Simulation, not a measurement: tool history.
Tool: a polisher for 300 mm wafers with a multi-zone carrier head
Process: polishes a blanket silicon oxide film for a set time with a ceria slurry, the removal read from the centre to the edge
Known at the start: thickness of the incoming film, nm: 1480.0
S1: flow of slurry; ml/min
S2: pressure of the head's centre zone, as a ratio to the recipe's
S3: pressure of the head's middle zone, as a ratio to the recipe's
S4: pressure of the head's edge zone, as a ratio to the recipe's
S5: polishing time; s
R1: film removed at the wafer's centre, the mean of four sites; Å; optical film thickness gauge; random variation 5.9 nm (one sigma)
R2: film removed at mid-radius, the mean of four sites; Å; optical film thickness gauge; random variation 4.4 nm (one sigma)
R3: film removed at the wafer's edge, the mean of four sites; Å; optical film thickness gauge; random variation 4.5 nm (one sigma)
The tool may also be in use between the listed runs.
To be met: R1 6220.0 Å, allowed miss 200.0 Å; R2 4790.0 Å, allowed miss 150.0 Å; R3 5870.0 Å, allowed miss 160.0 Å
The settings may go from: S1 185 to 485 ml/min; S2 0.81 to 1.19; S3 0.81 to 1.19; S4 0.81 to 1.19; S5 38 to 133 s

run,hour,S1,S2,S3,S4,S5,R1,R2,R3
1,0.0,310,1.00,1.00,1.00,85,4758.2,4615.4,4773.8
2,8.5,310,1.07,1.00,1.00,85,5033.5,4626.8,4714.7
3,16.5,310,1.07,1.05,1.00,85,5167.6,4796.7,4718.9
4,22.9,315,1.08,1.03,1.02,86,5112.7,4867.4,4878.5
5,26.0,300,1.09,1.01,1.02,88,5311.1,4813.3,4991.1
6,27.7,300,1.09,1.08,1.02,88,5319.3,5021.8,4932.8
# hour 28.8: worn pad replaced by a new one
7,28.8,345,1.19,0.98,1.12,93,7035.4,5629.4,6226.6
8,35.0,345,1.19,0.98,1.12,93,7031.9,5654.9,6176.7
9,44.1,335,1.19,0.97,1.12,93,7064.5,5683.5,6180.8
10,47.6,345,1.18,0.95,1.12,92,6937.1,5497.8,6188.9

Which of these 4 next moves meets every target?
A,51.1,340,1.06,0.97,1.13,88,?,?,?
B,51.1,240,1.16,0.88,1.18,87,?,?,?
C,51.1,330,1.09,0.81,1.19,90,?,?,?
D,51.1,260,0.99,0.91,1.19,91,?,?,?

move,R1,R2,R3
A,5985.8,5453.2,5873.7
B,6313.2,4909.4,5831.0
C,6277.2,4897.7,6160.9
D,5665.0,5292.9,6147.9
A: nearer than the last run, and not there yet
B: meets every target
C: brings the result that was furthest off to its target, and leaves another outside
D: nearer than the last run, and not there yet
The right move is B.
